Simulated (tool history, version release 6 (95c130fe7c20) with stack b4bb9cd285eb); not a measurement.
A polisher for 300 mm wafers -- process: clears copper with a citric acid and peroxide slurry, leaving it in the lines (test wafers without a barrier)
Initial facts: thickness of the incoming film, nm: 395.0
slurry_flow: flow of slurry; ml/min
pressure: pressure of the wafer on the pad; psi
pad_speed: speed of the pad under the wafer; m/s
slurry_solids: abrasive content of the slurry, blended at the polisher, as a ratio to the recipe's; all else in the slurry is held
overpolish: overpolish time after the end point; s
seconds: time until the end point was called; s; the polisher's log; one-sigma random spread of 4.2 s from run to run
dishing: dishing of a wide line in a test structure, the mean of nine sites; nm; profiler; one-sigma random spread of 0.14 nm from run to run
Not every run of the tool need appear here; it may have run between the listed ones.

run	hour	slurry_flow	pressure	pad_speed	slurry_solids	overpolish	seconds	dishing
1	0	235	3.4	0.94	1	24	152.12	35.108
2	4.2	235	3	0.86	1	19	181.91	23.694
3	8.1	235	3	0.86	1	10	185.73	13.41
4	10.1	235	2.5	0.86	1	10	214.42	10.951
5	15.3	190	2.5	0.86	1	10	230.35	10.655
6	16.5	240	2.5	0.86	1	10	216.12	11.401

For run 7, what comes out?
7	19.2	225	2.4	0.86	1	11	?	?

{"run 7": {"seconds": 228.6, "dishing": 11.728}}
